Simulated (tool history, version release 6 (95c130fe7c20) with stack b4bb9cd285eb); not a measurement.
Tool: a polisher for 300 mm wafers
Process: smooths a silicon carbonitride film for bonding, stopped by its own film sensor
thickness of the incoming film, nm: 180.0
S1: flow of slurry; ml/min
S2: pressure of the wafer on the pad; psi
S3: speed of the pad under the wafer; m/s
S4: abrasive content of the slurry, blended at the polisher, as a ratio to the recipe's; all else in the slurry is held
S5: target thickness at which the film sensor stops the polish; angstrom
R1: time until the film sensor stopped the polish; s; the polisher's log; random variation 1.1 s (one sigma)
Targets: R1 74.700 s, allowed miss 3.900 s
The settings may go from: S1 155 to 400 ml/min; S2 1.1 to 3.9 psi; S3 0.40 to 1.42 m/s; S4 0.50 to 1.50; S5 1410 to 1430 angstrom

| run | hour | S1 | S2 | S3 | S4 | S5 | R1 |
|---|---|---|---|---|---|---|---|
| 1 | 0.0 | 255 | 2.5 | 0.90 | 1.00 | 1430 | 101.020 |
| 2 | 3.7 | 255 | 2.5 | 0.90 | 1.05 | 1430 | 99.447 |
| 3 | 5.9 | 255 | 3.0 | 0.90 | 1.05 | 1430 | 90.516 |
| 4 | 9.1 | 255 | 3.1 | 0.92 | 1.05 | 1430 | 84.655 |
| 5 | 16.8 | 255 | 2.6 | 0.92 | 1.05 | 1430 | 95.307 |
| 6 | 23.3 | 255 | 2.7 | 0.94 | 1.05 | 1430 | 93.004 |
| 7 | 25.3 | 255 | 2.8 | 0.96 | 1.05 | 1430 | 87.253 |
| 8 | 26.1 | 255 | 2.9 | 0.96 | 1.05 | 1430 | 86.070 |

Which of these 4 next moves meets every target?
| A | 26.9 | 205 | 3.1 | 1.26 | 0.85 | 1430 | ? |
| B | 26.9 | 215 | 3.3 | 1.12 | 1.15 | 1430 | ? |
| C | 26.9 | 225 | 3.1 | 1.04 | 1.00 | 1430 | ? |
| D | 26.9 | 245 | 2.7 | 1.08 | 1.05 | 1430 | ? |

| move | R1 |
|---|---|
| A | 75.008 |
| B | 67.611 |
| C | 79.418 |
| D | 81.406 |
A: meets every target
B: takes the result that was furthest off past its target
C: nearer than the last run, and not there yet
D: nearer than the last run, and not there yet
Move A is the one to make.
